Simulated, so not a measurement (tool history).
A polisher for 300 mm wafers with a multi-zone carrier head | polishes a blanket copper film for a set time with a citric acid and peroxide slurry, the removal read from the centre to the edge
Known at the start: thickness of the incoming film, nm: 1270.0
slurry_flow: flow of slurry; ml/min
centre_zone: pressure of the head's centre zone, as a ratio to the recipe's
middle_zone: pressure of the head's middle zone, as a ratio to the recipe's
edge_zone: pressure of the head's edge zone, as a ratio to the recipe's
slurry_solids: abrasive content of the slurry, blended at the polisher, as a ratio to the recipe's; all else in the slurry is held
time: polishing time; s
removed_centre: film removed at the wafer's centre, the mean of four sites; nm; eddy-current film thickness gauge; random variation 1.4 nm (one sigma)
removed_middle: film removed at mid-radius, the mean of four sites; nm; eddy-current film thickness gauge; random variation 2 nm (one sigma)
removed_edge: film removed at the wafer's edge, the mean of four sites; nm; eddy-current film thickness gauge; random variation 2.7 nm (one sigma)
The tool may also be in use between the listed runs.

run,hour,slurry_flow,centre_zone,middle_zone,edge_zone,slurry_solids,time,removed_centre,removed_middle,removed_edge
1,0,250,1,1,1,1,60,150.36,148.74,150.17
2,0.7,255,1.03,1.01,1.05,1.15,61,163.14,157.86,163.14
3,8.2,255,0.98,1.01,1.05,1.15,61,155.42,159.33,162.38
4,15.1,255,0.98,1.01,1.05,1,61,152.14,155.62,158.57
5,19.1,255,0.98,1.01,1.13,1,61,150.94,153.43,157.76
6,26.1,265,1.01,1.01,1.14,1.15,63,164.59,166.9,170.52
7,28,270,1.04,0.99,1.15,1.25,64,177.54,170.3,181.16
8,32.5,285,1.06,0.99,1.16,1.3,64,184.5,170.33,189.21

The next listed run, before its measurement:
9,34.3,300,1.08,1.01,1.16,1.3,64,?,?,?

{"run 9": {"removed_centre": 190.19, "removed_middle": 175, "removed_edge": 186.97}}

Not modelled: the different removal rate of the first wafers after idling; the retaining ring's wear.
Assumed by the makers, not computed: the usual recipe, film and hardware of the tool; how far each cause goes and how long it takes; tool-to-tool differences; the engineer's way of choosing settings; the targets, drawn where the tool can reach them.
